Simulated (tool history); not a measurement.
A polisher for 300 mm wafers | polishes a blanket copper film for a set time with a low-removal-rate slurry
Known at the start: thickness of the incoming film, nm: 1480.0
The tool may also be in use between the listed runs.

| run | day | flow of slurry (ml/min) | pressure of the wafer on the pad (psi) | speed of the pad under the wafer (m/s) | abrasive content of the slurry | polishing time (s) | film removed (angstrom) |
|---|---|---|---|---|---|---|---|
| 1 | 0.000 | 245 | 2.9 | 0.82 | 1.0 | 59 | 1524.7 |
| 2 | 0.308 | 245 | 2.9 | 0.94 | 1.0 | 59 | 1728.5 |
| 3 | 0.392 | 240 | 2.8 | 0.94 | 1.0 | 59 | 1678.8 |
| 4 | 0.633 | 240 | 2.7 | 0.94 | 1.0 | 59 | 1629.7 |
| 5 | 0.867 | 240 | 2.6 | 0.94 | 1.0 | 59 | 1596.9 |
| 6 | 0.929 | 240 | 2.6 | 0.82 | 1.0 | 59 | 1384.1 |
| 7 | 1.142 | 230 | 2.5 | 0.82 | 1.0 | 59 | 1331.8 |

Run 8 comes next. What will it give?
| 8 | 1.325 | 220 | 2.5 | 0.82 | 1.0 | 59 | ? |

film removed (angstrom): 1324.4

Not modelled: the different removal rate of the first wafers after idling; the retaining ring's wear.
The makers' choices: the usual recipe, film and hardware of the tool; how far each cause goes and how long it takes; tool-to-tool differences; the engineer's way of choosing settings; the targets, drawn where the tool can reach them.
